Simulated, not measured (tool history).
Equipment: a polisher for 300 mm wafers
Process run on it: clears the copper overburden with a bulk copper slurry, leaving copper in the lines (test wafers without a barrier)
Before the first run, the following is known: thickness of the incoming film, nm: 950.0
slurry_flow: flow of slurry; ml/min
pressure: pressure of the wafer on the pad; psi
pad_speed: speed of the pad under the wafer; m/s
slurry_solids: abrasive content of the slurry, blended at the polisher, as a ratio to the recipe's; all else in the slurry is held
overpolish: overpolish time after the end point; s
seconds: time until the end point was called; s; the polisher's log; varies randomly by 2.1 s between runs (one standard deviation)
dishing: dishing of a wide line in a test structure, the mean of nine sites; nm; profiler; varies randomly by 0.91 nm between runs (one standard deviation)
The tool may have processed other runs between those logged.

{"run": 1, "day": 0.0, "slurry_flow": 255, "pressure": 2.5, "pad_speed": 1.28, "slurry_solids": 1.0, "overpolish": 20, "seconds": 94.799, "dishing": 86.45}
{"run": 2, "day": 0.308, "slurry_flow": 255, "pressure": 2.2, "pad_speed": 1.36, "slurry_solids": 1.0, "overpolish": 16, "seconds": 97.731, "dishing": 73.103}
{"run": 3, "day": 0.458, "slurry_flow": 255, "pressure": 2.2, "pad_speed": 1.5, "slurry_solids": 1.0, "overpolish": 16, "seconds": 92.452, "dishing": 74.612}
{"run": 4, "day": 0.483, "slurry_flow": 255, "pressure": 2.2, "pad_speed": 1.5, "slurry_solids": 1.0, "overpolish": 13, "seconds": 90.509, "dishing": 68.98}
{"run": 5, "day": 0.846, "slurry_flow": 255, "pressure": 2.2, "pad_speed": 1.5, "slurry_solids": 1.0, "overpolish": 19, "seconds": 92.464, "dishing": 84.45}
{"run": 6, "day": 0.871, "slurry_flow": 255, "pressure": 2.2, "pad_speed": 1.24, "slurry_solids": 1.0, "overpolish": 19, "seconds": 105.4, "dishing": 77.264}
{"run": 7, "day": 0.992, "slurry_flow": 255, "pressure": 2.1, "pad_speed": 1.26, "slurry_solids": 1.0, "overpolish": 16, "seconds": 112.09, "dishing": 69.078}
{"run": 8, "day": 1.212, "slurry_flow": 260, "pressure": 1.8, "pad_speed": 1.44, "slurry_solids": 1.0, "overpolish": 6, "seconds": 113.14, "dishing": 33.009}
{"run": 9, "day": 1.488, "slurry_flow": 255, "pressure": 1.9, "pad_speed": 1.38, "slurry_solids": 1.0, "overpolish": 8, "seconds": 110.79, "dishing": 42.419}
{"run": 10, "day": 1.854, "slurry_flow": 245, "pressure": 1.9, "pad_speed": 1.36, "slurry_solids": 1.0, "overpolish": 9, "seconds": 115.97, "dishing": 45.768}
{"run": 11, "day": 2.175, "slurry_flow": 235, "pressure": 1.9, "pad_speed": 1.36, "slurry_solids": 1.0, "overpolish": 9, "seconds": 115.51, "dishing": 46.374}

What does the tool deliver on the next run?
{"run": 12, "day": 2.271, "slurry_flow": 225, "pressure": 1.9, "pad_speed": 1.36, "slurry_solids": 1.0, "overpolish": 9, "seconds": "?", "dishing": "?"}

Run 12 came out at seconds 115.630 s, dishing 45.280 nm.
